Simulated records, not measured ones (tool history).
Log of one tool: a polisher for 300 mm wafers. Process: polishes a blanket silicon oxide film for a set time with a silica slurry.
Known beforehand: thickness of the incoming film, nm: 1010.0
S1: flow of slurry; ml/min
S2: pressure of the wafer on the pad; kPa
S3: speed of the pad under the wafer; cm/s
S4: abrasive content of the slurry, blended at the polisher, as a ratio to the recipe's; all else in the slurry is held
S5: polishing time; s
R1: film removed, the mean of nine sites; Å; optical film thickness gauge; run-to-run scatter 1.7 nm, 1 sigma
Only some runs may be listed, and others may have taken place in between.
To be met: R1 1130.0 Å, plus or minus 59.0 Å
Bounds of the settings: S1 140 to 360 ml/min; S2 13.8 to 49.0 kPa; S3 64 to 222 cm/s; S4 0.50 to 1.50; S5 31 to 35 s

run	hour	S1	S2	S3	S4	S5	R1
1	0.0	230	31.0	142	1.00	35	1697.5
2	6.0	230	31.0	142	1.00	31	1510.0
3	7.2	230	31.0	142	1.00	35	1696.8
4	11.1	230	31.0	142	1.15	35	1854.7
5	18.8	230	26.9	140	1.15	35	1566.3
6	24.5	230	22.1	140	1.15	35	1298.4
7	29.7	230	21.4	140	1.15	35	1316.1
8	31.0	230	20.0	140	1.15	35	1225.8
9	35.7	230	19.3	140	1.15	35	1211.6

Which single option among these 5 for the next run brings every result within its allowed miss of target? Just one does.
A	40.4	195	23.4	144	1.25	32	?
B	40.4	255	20.7	150	1.15	33	?
C	40.4	190	22.8	104	1.35	35	?
D	40.4	260	21.4	140	1.20	34	?
E	40.4	235	22.1	168	0.90	32	?

move	R1
A	1343.4
B	1292.8
C	1132.8
D	1320.3
E	1289.4
A: moves away from the targets compared with the last run
B: moves away from the targets compared with the last run
C: meets every target
D: moves away from the targets compared with the last run
E: moves away from the targets compared with the last run
Move C is the one to make.
